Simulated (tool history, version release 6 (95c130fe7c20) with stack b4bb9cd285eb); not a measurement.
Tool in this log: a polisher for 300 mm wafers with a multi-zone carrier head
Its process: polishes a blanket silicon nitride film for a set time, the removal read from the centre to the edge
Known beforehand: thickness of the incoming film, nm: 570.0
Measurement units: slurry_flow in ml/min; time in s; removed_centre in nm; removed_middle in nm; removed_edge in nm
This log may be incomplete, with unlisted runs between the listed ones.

run,hour,slurry_flow,centre_zone,middle_zone,edge_zone,time,removed_centre,removed_middle,removed_edge
1,0,155,1,1,1,68,137.36,137.22,138.33
2,1.6,155,1.04,1,1,68,140.88,137.57,135.35
3,2.7,155,1.04,0.93,1,68,143.05,131.41,137.91
4,3.3,155,1.04,0.93,1,77,161.26,149.85,155.88
5,4.4,155,1.04,0.93,1,89,187.72,171.91,179.64
6,7.5,155,1.04,0.93,1.05,89,187.4,170.97,181.75
7,14.9,150,1.02,0.93,1.04,86,175.53,164.91,175.57
8,20.1,145,1,0.92,1.02,83,164.55,159.15,165.64

Run 9, settings as shown, results not yet in. Your forecast:
9,21.5,145,1,0.92,1.02,83,?,?,?

{"run 9": {"removed_centre": 163.41, "removed_middle": 154.71, "removed_edge": 165.59}}

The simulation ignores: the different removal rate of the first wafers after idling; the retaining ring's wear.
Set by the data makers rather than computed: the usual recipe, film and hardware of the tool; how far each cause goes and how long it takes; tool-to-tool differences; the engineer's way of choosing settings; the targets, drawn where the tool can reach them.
